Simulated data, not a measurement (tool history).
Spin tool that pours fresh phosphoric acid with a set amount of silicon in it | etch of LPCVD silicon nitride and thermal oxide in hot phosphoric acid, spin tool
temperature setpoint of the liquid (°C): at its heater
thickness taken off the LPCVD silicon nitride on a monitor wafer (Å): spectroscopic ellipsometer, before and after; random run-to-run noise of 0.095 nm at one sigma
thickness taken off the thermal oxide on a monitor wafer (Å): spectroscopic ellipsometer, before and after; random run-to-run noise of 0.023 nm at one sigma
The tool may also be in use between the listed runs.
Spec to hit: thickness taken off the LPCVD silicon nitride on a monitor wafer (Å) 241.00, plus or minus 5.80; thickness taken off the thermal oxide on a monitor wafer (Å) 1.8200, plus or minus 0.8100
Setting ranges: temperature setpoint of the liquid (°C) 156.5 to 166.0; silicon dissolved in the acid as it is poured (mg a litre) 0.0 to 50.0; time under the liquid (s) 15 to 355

run    day  temperature setpoint of the liquid (°C)  silicon dissolved in the acid as it is poured (mg a litre)  time under the liquid (s)  thickness taken off the LPCVD silicon nitride on a monitor wafer (Å)  thickness taken off the thermal oxide on a monitor wafer (Å)
  1  0.000                                    161.0                                                        27.0                        180                                                                155.85                                                        2.5187
  2  0.296                                    161.0                                                        18.5                        180                                                                155.47                                                        4.5417
  3  0.317                                    161.0                                                        29.5                        180                                                                155.61                                                        2.1160
  4  0.671                                    162.0                                                        29.5                        180                                                                160.05                                                        3.0378
  5  0.967                                    162.0                                                        24.0                        180                                                                160.72                                                        3.4510
  6  1.083                                    162.5                                                        29.5                        190                                                                172.65                                                        3.3683
  7  1.312                                    162.5                                                        34.0                        200                                                                182.40                                                        3.1236
  8  1.642                                    162.5                                                        37.5                        210                                                                188.81                                                        2.4004

Exactly one of the 5 candidate moves below puts every result within its allowed miss. Which one?
  A  1.971                                    161.5                                                        43.5                        275                                                                     ?                                                             ?
  B  1.971                                    164.0                                                        33.5                        170                                                                     ?                                                             ?
  C  1.971                                    163.0                                                        25.5                        245                                                                     ?                                                             ?
  D  1.971                                    162.0                                                        42.5                        320                                                                     ?                                                             ?
  E  1.971                                    162.0                                                        49.0                        195                                                                     ?                                                             ?

move  thickness taken off the LPCVD silicon nitride on a monitor wafer (Å)  thickness taken off the thermal oxide on a monitor wafer (Å)
   A                                                                241.54                                                        1.5453
   B                                                                162.22                                                        2.1444
   C                                                                226.19                                                        3.9422
   D                                                                285.78                                                        2.0277
   E                                                                174.15                                                        1.0330
A: every result within its allowed miss
B: its largest miss is bigger than the last run's
C: nearer the targets than the last run, but a result is still out of spec
D: takes the biggest miss from the last run beyond its target
E: its largest miss is bigger than the last run's
The right move is A.

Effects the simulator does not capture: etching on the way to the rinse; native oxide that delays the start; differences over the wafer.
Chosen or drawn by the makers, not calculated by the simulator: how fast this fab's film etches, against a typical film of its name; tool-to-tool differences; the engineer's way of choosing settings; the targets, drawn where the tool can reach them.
